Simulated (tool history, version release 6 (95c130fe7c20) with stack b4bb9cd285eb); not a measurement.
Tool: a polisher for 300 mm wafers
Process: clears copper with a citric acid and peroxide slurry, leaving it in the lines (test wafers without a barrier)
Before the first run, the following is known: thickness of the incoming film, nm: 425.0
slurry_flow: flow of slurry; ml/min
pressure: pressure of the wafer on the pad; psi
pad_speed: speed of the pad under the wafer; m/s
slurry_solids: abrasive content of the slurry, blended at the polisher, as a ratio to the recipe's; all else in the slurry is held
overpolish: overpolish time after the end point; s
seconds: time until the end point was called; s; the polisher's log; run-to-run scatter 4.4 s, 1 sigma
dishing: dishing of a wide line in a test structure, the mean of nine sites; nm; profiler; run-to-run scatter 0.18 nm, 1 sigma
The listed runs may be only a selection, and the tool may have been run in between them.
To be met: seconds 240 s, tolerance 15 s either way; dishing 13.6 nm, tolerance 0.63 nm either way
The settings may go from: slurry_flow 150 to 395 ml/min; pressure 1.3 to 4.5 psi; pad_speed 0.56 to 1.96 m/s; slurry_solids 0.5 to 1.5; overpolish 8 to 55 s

run  hour  slurry_flow  pressure  pad_speed  slurry_solids  overpolish  seconds  dishing
  1     0          250       2.9       1.26              1          28    165.7   30.806
  2   1.6          245       2.6       1.28              1          24   182.12   26.754
  3   5.1          225       2.3       1.32              1          21   192.77   23.935
  4  12.9          290       2.3       1.32              1          21   196.26    24.17
  5  20.5          290       2.5       1.32              1          21    184.2   25.426
  6  23.8          290       2.5       1.32              1          14    171.7   19.369
  7  27.6          290       2.4       1.28              1          13   188.03   17.825
  8  29.4          305       1.6        1.3           1.05           8   241.91   9.5778
  9  31.7          305       1.7       1.28              1           9   242.08   10.689
 10  34.9          305       1.8       1.28           0.95           9    235.4   10.735
 11  39.1          305       1.8       1.26           0.95          10   234.25    11.88
 12  47.8          305       1.8       1.24            0.9          10   241.04   11.424
 13    54          315       1.7       1.24           1.05          20   245.08   20.279
 14  62.8          295       1.7       1.28              1          20   233.62   20.526
 15    68          285       1.8       1.26              1          19   237.19   19.735
 16  76.3          285       1.8       1.26              1          18   240.81   18.552
 17  80.9          285       1.8       1.28              1          17   225.78   18.082
 18  89.2          285       1.8       1.26              1          16   241.89    17.52
 19  91.1          295       1.7       1.28           0.95          16   240.96   17.265

Which single option among these 4 for the next run brings every result within its allowed miss of target? Just one does.
  A    93          300         2       1.36            0.9          12        ?        ?
  B    93          195       1.5       1.42           1.15          12        ?        ?
  C    93          260       1.6       1.34              1          11        ?        ?
  D    93          280       1.8       1.46              1           9        ?        ?

move  seconds  dishing
   A    204.1    15.36
   B   233.66   13.721
   C      236   12.683
   D   201.85   12.234
A: moves toward the targets from the last run without getting all of them in spec
B: all results in spec
C: takes the result that was furthest off past its target
D: takes the result that was furthest off past its target
Correct choice: B, which meets every target
